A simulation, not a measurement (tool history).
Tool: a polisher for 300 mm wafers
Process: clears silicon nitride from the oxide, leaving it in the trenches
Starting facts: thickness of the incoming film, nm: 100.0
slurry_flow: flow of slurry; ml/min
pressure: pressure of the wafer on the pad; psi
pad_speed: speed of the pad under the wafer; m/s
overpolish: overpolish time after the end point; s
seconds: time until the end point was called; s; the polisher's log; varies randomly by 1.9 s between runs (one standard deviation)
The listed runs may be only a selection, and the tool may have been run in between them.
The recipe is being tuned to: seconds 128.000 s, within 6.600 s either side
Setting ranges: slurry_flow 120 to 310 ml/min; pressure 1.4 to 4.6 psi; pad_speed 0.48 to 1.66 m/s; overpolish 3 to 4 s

| run | day | slurry_flow | pressure | pad_speed | overpolish | seconds |
|---|---|---|---|---|---|---|
| 1 | 0.000 | 200 | 3.0 | 1.06 | 4 | 104.990 |
| 2 | 0.150 | 200 | 2.9 | 1.06 | 4 | 110.430 |
| 3 | 0.338 | 200 | 2.9 | 1.18 | 4 | 99.680 |
| 4 | 0.500 | 200 | 2.8 | 1.18 | 4 | 103.750 |
| 5 | 0.812 | 200 | 2.7 | 1.18 | 4 | 110.750 |
| 6 | 0.904 | 200 | 2.7 | 1.34 | 4 | 99.126 |
| 7 | 1.188 | 200 | 1.9 | 1.30 | 4 | 141.140 |
|  | 1.479 | worn pad replaced by a new one |
| 8 | 1.479 | 200 | 2.0 | 1.30 | 4 | 114.480 |

Which one of the following 4 next-run settings gets every result inside its allowed miss? There is exactly one.
| A | 1.771 | 205 | 2.0 | 1.36 | 4 | ? |
| B | 1.771 | 185 | 2.3 | 1.14 | 3 | ? |
| C | 1.771 | 185 | 2.5 | 0.90 | 3 | ? |
| D | 1.771 | 200 | 2.0 | 1.38 | 4 | ? |

| move | seconds |
|---|---|
| A | 114.810 |
| B | 117.160 |
| C | 129.700 |
| D | 113.770 |
A: just as far off the targets as the last run
B: nearer than the last run, and not there yet
C: hits every target within its allowed miss
D: the biggest miss grows against the last run
So the answer is move C, the one that meets all the targets.
